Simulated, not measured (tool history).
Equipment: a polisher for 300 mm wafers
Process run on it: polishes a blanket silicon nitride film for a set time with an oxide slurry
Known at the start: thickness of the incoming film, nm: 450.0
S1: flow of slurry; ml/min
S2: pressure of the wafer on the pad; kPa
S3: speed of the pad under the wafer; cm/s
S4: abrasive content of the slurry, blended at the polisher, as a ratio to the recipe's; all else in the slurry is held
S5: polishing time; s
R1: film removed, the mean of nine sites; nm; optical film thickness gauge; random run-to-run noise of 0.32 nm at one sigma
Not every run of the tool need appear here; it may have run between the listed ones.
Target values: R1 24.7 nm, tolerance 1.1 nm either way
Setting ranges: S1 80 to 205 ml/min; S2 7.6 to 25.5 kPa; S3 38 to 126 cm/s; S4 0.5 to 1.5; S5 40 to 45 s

Run 1, hour 0: S1 135 ml/min, S2 16.5 kPa, S3 82 cm/s, S4 1, S5 45 s. Result: R1 18.218 nm.
Run 2, hour 4.5: S1 135 ml/min, S2 16.5 kPa, S3 82 cm/s, S4 1.2, S5 45 s. Result: R1 19.62 nm.
Run 3, hour 10.8: S1 135 ml/min, S2 17.2 kPa, S3 82 cm/s, S4 1.2, S5 45 s. Result: R1 20.124 nm.
Run 4, hour 15.9: S1 135 ml/min, S2 17.2 kPa, S3 82 cm/s, S4 1.2, S5 40 s. Result: R1 17.547 nm.
Run 5, hour 21.4: S1 135 ml/min, S2 13.8 kPa, S3 82 cm/s, S4 1.2, S5 40 s. Result: R1 15.549 nm.
Run 6, hour 29.6: S1 135 ml/min, S2 15.9 kPa, S3 84 cm/s, S4 1.2, S5 40 s. Result: R1 17.165 nm.
Run 7, hour 32.3: S1 135 ml/min, S2 17.2 kPa, S3 84 cm/s, S4 1.2, S5 40 s. Result: R1 18.245 nm.
Run 8, hour 41.3: S1 135 ml/min, S2 18.6 kPa, S3 84 cm/s, S4 1.2, S5 40 s. Result: R1 19.253 nm.
Run 9, hour 49.6: S1 135 ml/min, S2 20 kPa, S3 84 cm/s, S4 1.2, S5 40 s. Result: R1 20.828 nm.
Run 10, hour 57.4: S1 145 ml/min, S2 22.8 kPa, S3 86 cm/s, S4 1.2, S5 40 s. Result: R1 23.277 nm.

Next run, 4 choices. One meets every target within its allowed miss, the rest don't. Which?
Run A, hour 65.2: S1 165 ml/min, S2 16.5 kPa, S3 94 cm/s, S4 1.2, S5 45 s. Result: R1 ?.
Run B, hour 65.2: S1 135 ml/min, S2 20.7 kPa, S3 96 cm/s, S4 1.25, S5 42 s. Result: R1 ?.
Run C, hour 65.2: S1 125 ml/min, S2 24.1 kPa, S3 76 cm/s, S4 1.15, S5 42 s. Result: R1 ?.
Run D, hour 65.2: S1 135 ml/min, S2 25.5 kPa, S3 64 cm/s, S4 1.1, S5 45 s. Result: R1 ?.

move      R1
   A  22.247
   B  24.382
   C  21.862
   D  21.307
A: moves away from the targets compared with the last run
B: every result within its allowed miss
C: moves away from the targets compared with the last run
D: moves away from the targets compared with the last run
Correct choice: B, which meets every target
